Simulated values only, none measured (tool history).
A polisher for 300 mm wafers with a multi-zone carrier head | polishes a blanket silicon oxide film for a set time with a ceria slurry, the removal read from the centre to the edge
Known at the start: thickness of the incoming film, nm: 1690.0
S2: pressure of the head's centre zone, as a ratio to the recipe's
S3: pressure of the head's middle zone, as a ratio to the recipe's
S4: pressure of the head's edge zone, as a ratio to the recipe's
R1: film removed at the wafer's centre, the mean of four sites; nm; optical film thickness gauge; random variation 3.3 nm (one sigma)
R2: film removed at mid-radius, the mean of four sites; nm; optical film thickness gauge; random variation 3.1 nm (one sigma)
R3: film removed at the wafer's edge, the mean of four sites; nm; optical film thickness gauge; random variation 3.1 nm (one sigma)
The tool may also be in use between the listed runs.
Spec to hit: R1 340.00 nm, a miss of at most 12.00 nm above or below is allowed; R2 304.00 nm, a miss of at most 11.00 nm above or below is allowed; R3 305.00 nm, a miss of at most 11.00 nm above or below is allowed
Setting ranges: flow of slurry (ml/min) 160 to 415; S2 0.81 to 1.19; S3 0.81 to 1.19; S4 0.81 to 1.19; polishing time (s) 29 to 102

{"run": 1, "hour": 0.0, "flow of slurry (ml/min)": 265, "S2": 1.0, "S3": 1.0, "S4": 1.0, "polishing time (s)": 65, "R1": 434.17, "R2": 423.0, "R3": 425.87}
{"run": 2, "hour": 8.8, "flow of slurry (ml/min)": 265, "S2": 1.01, "S3": 0.98, "S4": 0.96, "polishing time (s)": 60, "R1": 407.03, "R2": 379.31, "R3": 377.65}
{"run": 3, "hour": 14.2, "flow of slurry (ml/min)": 265, "S2": 1.01, "S3": 0.98, "S4": 0.99, "polishing time (s)": 60, "R1": 401.88, "R2": 382.58, "R3": 393.9}
{"run": 4, "hour": 15.6, "flow of slurry (ml/min)": 265, "S2": 1.07, "S3": 0.98, "S4": 0.99, "polishing time (s)": 60, "R1": 421.06, "R2": 376.83, "R3": 391.71}
{"run": 5, "hour": 18.7, "flow of slurry (ml/min)": 265, "S2": 1.07, "S3": 0.98, "S4": 0.99, "polishing time (s)": 46, "R1": 328.5, "R2": 294.61, "R3": 297.43}
{"run": 6, "hour": 20.8, "flow of slurry (ml/min)": 265, "S2": 1.0, "S3": 0.98, "S4": 0.99, "polishing time (s)": 46, "R1": 305.54, "R2": 295.56, "R3": 295.4}
{"run": 7, "hour": 29.7, "flow of slurry (ml/min)": 275, "S2": 1.02, "S3": 0.98, "S4": 0.99, "polishing time (s)": 46, "R1": 316.42, "R2": 295.49, "R3": 292.52}
{"run": 8, "hour": 32.6, "flow of slurry (ml/min)": 280, "S2": 1.03, "S3": 0.98, "S4": 1.0, "polishing time (s)": 46, "R1": 309.82, "R2": 295.49, "R3": 304.83}
{"run": 9, "hour": 38.6, "flow of slurry (ml/min)": 275, "S2": 1.05, "S3": 0.99, "S4": 1.0, "polishing time (s)": 46, "R1": 323.35, "R2": 300.15, "R3": 303.93}
{"run": 10, "hour": 45.6, "flow of slurry (ml/min)": 275, "S2": 1.06, "S3": 0.99, "S4": 1.0, "polishing time (s)": 46, "R1": 321.95, "R2": 297.9, "R3": 298.79}

Pick the move, out of 5, that brings all results within their allowed miss; only one does.
{"run": "A", "hour": 52.6, "flow of slurry (ml/min)": 275, "S2": 1.01, "S3": 1.07, "S4": 1.03, "polishing time (s)": 45, "R1": "?", "R2": "?", "R3": "?"}
{"run": "B", "hour": 52.6, "flow of slurry (ml/min)": 260, "S2": 1.07, "S3": 1.07, "S4": 1.17, "polishing time (s)": 44, "R1": "?", "R2": "?", "R3": "?"}
{"run": "C", "hour": 52.6, "flow of slurry (ml/min)": 295, "S2": 1.07, "S3": 1.09, "S4": 0.97, "polishing time (s)": 44, "R1": "?", "R2": "?", "R3": "?"}
{"run": "D", "hour": 52.6, "flow of slurry (ml/min)": 250, "S2": 1.14, "S3": 1.06, "S4": 1.1, "polishing time (s)": 45, "R1": "?", "R2": "?", "R3": "?"}
{"run": "E", "hour": 52.6, "flow of slurry (ml/min)": 230, "S2": 0.97, "S3": 1.01, "S4": 1.05, "polishing time (s)": 48, "R1": "?", "R2": "?", "R3": "?"}

move=A R1=298.19 R2=309.32 R3=298.24
move=B R1=307.30 R2=300.78 R3=309.84
move=C R1=311.13 R2=309.05 R3=284.50
move=D R1=333.62 R2=303.98 R3=306.21
move=E R1=299.66 R2=309.05 R3=317.42
A: moves away from the targets compared with the last run
B: moves away from the targets compared with the last run
C: moves away from the targets compared with the last run
D: every result within its allowed miss
E: moves away from the targets compared with the last run
The right move is D.
